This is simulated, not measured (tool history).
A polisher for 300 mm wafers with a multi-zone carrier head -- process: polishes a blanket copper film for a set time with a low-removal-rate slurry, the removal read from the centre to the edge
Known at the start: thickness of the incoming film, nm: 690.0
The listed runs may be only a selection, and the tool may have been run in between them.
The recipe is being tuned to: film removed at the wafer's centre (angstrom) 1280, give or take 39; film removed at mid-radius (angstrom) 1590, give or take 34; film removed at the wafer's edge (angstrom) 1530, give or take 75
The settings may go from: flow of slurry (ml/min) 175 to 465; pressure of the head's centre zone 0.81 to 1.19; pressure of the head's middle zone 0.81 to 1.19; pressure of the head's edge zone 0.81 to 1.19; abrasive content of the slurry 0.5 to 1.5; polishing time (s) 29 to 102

run,hour,flow of slurry (ml/min),pressure of the head's centre zone,pressure of the head's middle zone,pressure of the head's edge zone,abrasive content of the slurry,polishing time (s),film removed at the wafer's centre (angstrom),film removed at mid-radius (angstrom),film removed at the wafer's edge (angstrom)
1,0,295,1,1,1,1,65,1155.7,1197.9,1224.6
2,4.6,295,1,1,1.06,1,65,1169.9,1199.3,1206.5
3,6.2,295,0.98,1.01,1.05,1.05,66,1168.5,1243.8,1255.2
4,13.3,300,0.97,1.02,1.05,1.1,67,1200.5,1290.9,1298.2
# hour 18.6: worn pad replaced by a new one
5,18.6,300,1.01,1.02,1.05,1.1,67,1403.3,1467,1445.6
6,19.9,290,1,1.04,1.04,1.1,67,1385,1468.2,1422
7,24.9,305,0.99,1.05,1.05,1.1,67,1398.3,1497.4,1502.1
8,27,300,0.89,1.13,1.01,1.1,67,1232.3,1604,1402.9
9,35.7,305,0.89,1.13,1.03,1.1,67,1228.5,1580,1432.9
10,37,305,0.89,1.13,1.03,1.1,67,1235.1,1594.1,1438.2
11,41.2,310,0.89,1.13,1.04,1.1,67,1226.5,1595.5,1472.9
12,43.9,315,0.89,1.13,1.04,1.1,67,1238.9,1602.1,1478.8

Which one of the following 4 next-run settings gets every result inside its allowed miss? There is exactly one.
A,46.6,300,0.88,1.19,1.04,1.1,66,?,?,?
B,46.6,295,0.89,1.09,1.08,0.9,73,?,?,?
C,46.6,250,0.82,1.15,1.04,1.15,68,?,?,?
D,46.6,335,0.92,1.13,0.95,1.1,67,?,?,?

move,film removed at the wafer's centre (angstrom),film removed at mid-radius (angstrom),film removed at the wafer's edge (angstrom)
A,1206,1634.6,1431.7
B,1277.7,1588.9,1532.1
C,1145.9,1623.7,1471.7
D,1294,1602.6,1403.1
A: lands further from the targets than the last run did
B: every result lands within tolerance
C: lands further from the targets than the last run did
D: brings the result that was furthest off to its target, and leaves another outside
Go with B: it meets all targets.
